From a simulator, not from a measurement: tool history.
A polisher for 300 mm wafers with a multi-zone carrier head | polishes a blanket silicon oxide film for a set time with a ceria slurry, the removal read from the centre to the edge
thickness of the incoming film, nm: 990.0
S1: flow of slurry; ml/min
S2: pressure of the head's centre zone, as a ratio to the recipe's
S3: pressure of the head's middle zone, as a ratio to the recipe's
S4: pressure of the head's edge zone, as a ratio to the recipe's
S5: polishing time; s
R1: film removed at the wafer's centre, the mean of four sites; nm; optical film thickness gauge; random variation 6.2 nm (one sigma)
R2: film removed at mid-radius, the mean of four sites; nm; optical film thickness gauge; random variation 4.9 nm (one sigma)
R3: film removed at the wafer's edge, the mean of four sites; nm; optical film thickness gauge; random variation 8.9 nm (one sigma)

run 1 hour=0.0 | S1=300 S2=1.00 S3=1.00 S4=1.00 S5=82 | R1=398.49 R2=396.08 R3=386.73
run 2 hour=3.1 | S1=350 S2=1.00 S3=1.00 S4=1.00 S5=82 | R1=389.28 R2=405.38 R3=390.33
run 3 hour=9.5 | S1=350 S2=0.99 S3=0.98 S4=1.03 S5=86 | R1=415.80 R2=412.79 R3=421.27
run 4 hour=15.1 | S1=350 S2=0.99 S3=0.98 S4=1.03 S5=96 | R1=455.47 R2=460.37 R3=464.31
run 5 hour=19.8 | S1=355 S2=0.98 S3=0.97 S4=1.05 S5=98 | R1=467.85 R2=471.73 R3=483.85
run 6 hour=22.9 | S1=355 S2=0.98 S3=0.97 S4=1.11 S5=98 | R1=473.95 R2=470.56 R3=489.19
run 7 hour=24.6 | S1=360 S2=0.96 S3=0.95 S4=1.12 S5=100 | R1=475.64 R2=466.24 R3=505.56

Forecast run 8:
run 8 hour=31.4 | S1=365 S2=0.95 S3=0.94 S4=1.13 S5=102 | R1=? R2=? R3=?

Run 8 gave R1 465.69 nm, R2 473.48 nm, R3 527.23 nm.

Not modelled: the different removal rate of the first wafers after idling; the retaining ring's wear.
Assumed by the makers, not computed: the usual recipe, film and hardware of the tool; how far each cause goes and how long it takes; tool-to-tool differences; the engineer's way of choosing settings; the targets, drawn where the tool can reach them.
